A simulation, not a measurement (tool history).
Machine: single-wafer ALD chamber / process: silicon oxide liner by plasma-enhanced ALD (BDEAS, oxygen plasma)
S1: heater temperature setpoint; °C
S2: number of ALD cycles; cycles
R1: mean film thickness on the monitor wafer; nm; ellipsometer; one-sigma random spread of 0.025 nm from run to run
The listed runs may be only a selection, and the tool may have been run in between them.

run 1 day=0 | S1=315 S2=76 | R1=7.3289
run 2 day=0.038 | S1=322 S2=76 | R1=7.1729
run 3 day=0.1 | S1=325 S2=72 | R1=6.7276
run 4 day=0.321 | S1=329 S2=72 | R1=6.7772
run 5 day=0.4 | S1=329 S2=69 | R1=6.4502
run 6 day=0.638 | S1=330 S2=67 | R1=6.2561

Estimate the outcome of run 7 from the log above:
run 7 day=0.862 | S1=330 S2=66 | R1=?

R1: 6.1551 nm
